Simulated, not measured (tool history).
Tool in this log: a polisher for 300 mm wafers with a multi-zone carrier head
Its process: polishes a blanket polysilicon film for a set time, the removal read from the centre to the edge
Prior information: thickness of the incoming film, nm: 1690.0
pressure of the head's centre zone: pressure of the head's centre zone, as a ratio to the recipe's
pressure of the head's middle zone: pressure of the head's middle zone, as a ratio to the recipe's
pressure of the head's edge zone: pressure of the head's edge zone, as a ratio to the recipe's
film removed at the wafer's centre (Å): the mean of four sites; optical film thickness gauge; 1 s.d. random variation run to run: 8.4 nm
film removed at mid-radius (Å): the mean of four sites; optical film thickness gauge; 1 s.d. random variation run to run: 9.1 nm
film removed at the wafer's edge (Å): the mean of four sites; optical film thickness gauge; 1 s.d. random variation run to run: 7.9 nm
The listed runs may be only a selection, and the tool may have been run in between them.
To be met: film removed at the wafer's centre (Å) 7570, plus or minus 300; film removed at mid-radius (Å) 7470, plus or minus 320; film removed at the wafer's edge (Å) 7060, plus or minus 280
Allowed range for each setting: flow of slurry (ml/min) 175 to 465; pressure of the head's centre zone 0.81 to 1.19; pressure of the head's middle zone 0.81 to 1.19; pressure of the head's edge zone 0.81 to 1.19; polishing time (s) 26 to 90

run  hour  flow of slurry (ml/min)  pressure of the head's centre zone  pressure of the head's middle zone  pressure of the head's edge zone  polishing time (s)  film removed at the wafer's centre (Å)  film removed at mid-radius (Å)  film removed at the wafer's edge (Å)
  1     0                      295                                   1                                   1                                 1                  58                                  4573.3                          4885.8                                4792.3
  2   6.5                      295                                   1                                   1                              0.94                  58                                  4653.8                          4893.6                                4691.8
  3  10.6                      295                                   1                                0.94                              0.94                  58                                  4726.8                            4625                                4653.9
  4  14.7                      295                                0.96                                0.94                              0.94                  58                                    4527                          4596.9                                4609.2
  5  18.5                      295                                0.96                                0.94                              0.94                  67                                  5173.8                          5352.6                                5273.2
  6  21.4                      295                                0.96                                 0.9                              0.94                  67                                    5166                          5021.4                                5321.5
       30  -- worn pad replaced by a new one
  7    30                      300                                0.99                                0.92                              0.95                  69                                  6219.5                          6158.5                                6143.1
  8  31.4                      320                                0.99                                0.92                              0.95                  69                                  6144.2                          6038.7                                6278.6
  9  34.5                      330                                   1                                0.93                              0.93                  69                                  6229.7                          6121.2                                6222.2
 10  37.3                      345                                1.01                                0.94                              0.92                  69                                    6375                          6112.9                                6166.7
 11  39.8                      355                                1.02                                0.96                              0.92                  69                                  6360.1                          6357.6                                6346.8
 12  41.5                      365                                1.03                                0.97                              0.91                  69                                  6400.5                          6263.8                                6293.8
 13  48.2                      370                                1.05                                0.98                              0.91                  69                                  6601.2                            6596                                6255.3
 14  49.7                      370                                1.05                                0.98                              0.91                  69                                  6507.2                          6445.3                                6320.5
 15  53.6                      380                                1.06                                0.99                              0.91                  69                                  6665.2                          6619.5                                6226.9
 16  56.7                      390                                1.07                                0.99                              0.92                  69                                    6635                          6669.3                                6189.6
 17  61.5                      390                                1.07                                0.99                              0.92                  70                                  6672.4                          6655.9                                6271.7
 18  64.3                      390                                1.07                                0.99                              0.91                  71                                  6933.1                            6771                                6333.9

Which of these 5 next moves meets every target?
  A  67.1                      435                                1.03                                0.97                              0.88                  79                                       ?                               ?                                     ?
  B  67.1                      365                                1.11                                1.11                              0.88                  78                                       ?                               ?                                     ?
  C  67.1                      315                                1.11                                0.92                              0.86                  66                                       ?                               ?                                     ?
  D  67.1                      380                                1.17                                 0.9                              0.85                  75                                       ?                               ?                                     ?
  E  67.1                      385                                0.84                                0.85                              0.94                  76                                       ?                               ?                                     ?

move  film removed at the wafer's centre (Å)  film removed at mid-radius (Å)  film removed at the wafer's edge (Å)
   A                                  7516.2                            7360                                6982.2
   B                                  7741.2                          7998.6                                6809.1
   C                                    6444                          5733.3                                5655.7
   D                                  7766.3                          6511.3                                6479.8
   E                                  6170.6                          6321.7                                6885.6
A: all results in spec
B: meets the target for the result that was furthest off, but another lies outside its allowed miss
C: the biggest miss grows against the last run
D: the biggest miss grows against the last run
E: meets the target for the result that was furthest off, but another lies outside its allowed miss
So the answer is move A, the one that meets all the targets.
